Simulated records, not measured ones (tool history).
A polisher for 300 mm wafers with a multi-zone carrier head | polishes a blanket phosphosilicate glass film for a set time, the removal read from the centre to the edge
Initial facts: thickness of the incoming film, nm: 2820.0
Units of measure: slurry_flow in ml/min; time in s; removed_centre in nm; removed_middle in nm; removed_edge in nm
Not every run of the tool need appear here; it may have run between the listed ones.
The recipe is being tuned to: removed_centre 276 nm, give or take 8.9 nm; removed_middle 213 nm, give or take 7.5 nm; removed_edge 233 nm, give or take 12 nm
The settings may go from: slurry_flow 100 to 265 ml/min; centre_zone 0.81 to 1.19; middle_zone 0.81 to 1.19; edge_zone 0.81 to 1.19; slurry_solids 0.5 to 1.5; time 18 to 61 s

run,hour,slurry_flow,centre_zone,middle_zone,edge_zone,slurry_solids,time,removed_centre,removed_middle,removed_edge
1,0,170,1,1,1,1,39,271.04,261.49,270.33
2,2.8,170,1,1,0.92,1,39,271.18,263.93,258.71
3,3.7,170,1,1,0.92,1,46,312.68,312.42,303.73
4,5.9,165,1.03,0.94,0.9,0.85,46,300.47,269.21,269.35
5,13.2,155,1.03,0.9,0.89,0.8,46,282.62,252.59,263.08
6,21,115,1.03,0.9,0.89,0.8,46,264.84,228.92,257.62
7,28.3,115,1.06,0.89,0.87,0.75,46,262.78,217.37,237.39
8,30.1,115,1.08,0.88,0.87,0.75,46,267.23,218.98,235.62

Consider the 5 candidate settings below. Which is the only one whose results all fall within their allowed miss of target?
A,31.9,110,1.12,0.85,0.82,0.8,45,?,?,?
B,31.9,105,1.06,0.92,0.85,0.9,43,?,?,?
C,31.9,145,1.06,0.96,0.89,0.6,49,?,?,?
D,31.9,120,1.11,0.89,1.03,0.75,42,?,?,?
E,31.9,130,1.05,0.93,0.87,0.7,45,?,?,?

move,removed_centre,removed_middle,removed_edge
A,275.9,211.17,234.62
B,260.8,225.75,239.55
C,261.47,231.43,235.44
D,253.81,202.7,239.01
E,253.42,221.39,230.72
A: each result inside its tolerance
B: moves away from the targets compared with the last run
C: moves away from the targets compared with the last run
D: moves away from the targets compared with the last run
E: moves away from the targets compared with the last run
A meets every target.
